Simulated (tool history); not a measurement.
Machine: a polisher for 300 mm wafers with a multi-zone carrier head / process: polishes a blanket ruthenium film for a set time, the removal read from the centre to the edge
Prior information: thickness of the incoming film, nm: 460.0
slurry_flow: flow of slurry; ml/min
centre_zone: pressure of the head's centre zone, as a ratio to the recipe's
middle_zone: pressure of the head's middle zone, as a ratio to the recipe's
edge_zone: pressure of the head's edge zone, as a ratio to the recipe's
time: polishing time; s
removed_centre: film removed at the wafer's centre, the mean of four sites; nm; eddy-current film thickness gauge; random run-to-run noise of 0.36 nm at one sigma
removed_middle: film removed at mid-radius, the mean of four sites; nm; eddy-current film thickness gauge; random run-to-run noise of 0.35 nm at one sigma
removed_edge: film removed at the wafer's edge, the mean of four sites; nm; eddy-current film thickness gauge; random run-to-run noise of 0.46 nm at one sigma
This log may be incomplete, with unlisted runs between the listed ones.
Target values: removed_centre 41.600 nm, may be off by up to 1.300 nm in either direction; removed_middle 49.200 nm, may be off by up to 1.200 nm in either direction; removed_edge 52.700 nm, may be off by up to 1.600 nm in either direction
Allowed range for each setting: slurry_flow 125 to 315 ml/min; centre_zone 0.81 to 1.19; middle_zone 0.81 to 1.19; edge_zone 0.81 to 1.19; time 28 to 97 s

| run | day | slurry_flow | centre_zone | middle_zone | edge_zone | time | removed_centre | removed_middle | removed_edge |
|---|---|---|---|---|---|---|---|---|---|
| 1 | 0.000 | 205 | 1.00 | 1.00 | 1.00 | 62 | 59.554 | 60.217 | 63.151 |
| 2 | 0.212 | 190 | 0.94 | 0.98 | 0.98 | 60 | 52.180 | 55.459 | 59.917 |
| 3 | 0.479 | 190 | 0.94 | 0.98 | 1.05 | 60 | 52.423 | 56.772 | 61.535 |
| 4 | 0.521 | 190 | 0.94 | 0.98 | 1.05 | 45 | 39.513 | 41.900 | 46.652 |
|  | 0.700 | slurry nozzle cleaned |
| 5 | 0.700 | 145 | 0.94 | 0.98 | 1.05 | 45 | 40.673 | 43.214 | 46.840 |
| 6 | 0.850 | 125 | 0.94 | 0.98 | 1.05 | 45 | 39.631 | 41.473 | 45.951 |
| 7 | 1.088 | 140 | 0.93 | 1.00 | 1.09 | 46 | 41.627 | 44.647 | 48.967 |
| 8 | 1.212 | 140 | 0.91 | 1.02 | 1.12 | 46 | 40.066 | 44.768 | 49.391 |
| 9 | 1.450 | 140 | 0.91 | 1.04 | 1.14 | 46 | 39.869 | 46.301 | 50.374 |
| 10 | 1.796 | 190 | 0.92 | 1.07 | 1.17 | 46 | 43.205 | 50.233 | 53.697 |

Which of these 5 next moves meets every target?
| A | 2.142 | 205 | 0.98 | 1.09 | 1.13 | 44 | ? | ? | ? |
| B | 2.142 | 230 | 0.82 | 0.93 | 1.19 | 48 | ? | ? | ? |
| C | 2.142 | 150 | 0.97 | 1.06 | 1.19 | 47 | ? | ? | ? |
| D | 2.142 | 140 | 0.94 | 0.98 | 1.13 | 49 | ? | ? | ? |
| E | 2.142 | 175 | 0.90 | 1.08 | 1.19 | 46 | ? | ? | ? |

| move | removed_centre | removed_middle | removed_edge |
|---|---|---|---|
| A | 44.930 | 49.422 | 50.359 |
| B | 41.679 | 48.466 | 57.257 |
| C | 44.451 | 48.690 | 52.951 |
| D | 44.054 | 46.977 | 53.174 |
| E | 41.818 | 49.942 | 53.018 |
A: misses by more than the last run did
B: corrects the largest miss of the last run, while another result sits out of spec
C: misses by more than the last run did
D: misses by more than the last run did
E: each result inside its tolerance
E is the move that brings every result within its allowed miss.

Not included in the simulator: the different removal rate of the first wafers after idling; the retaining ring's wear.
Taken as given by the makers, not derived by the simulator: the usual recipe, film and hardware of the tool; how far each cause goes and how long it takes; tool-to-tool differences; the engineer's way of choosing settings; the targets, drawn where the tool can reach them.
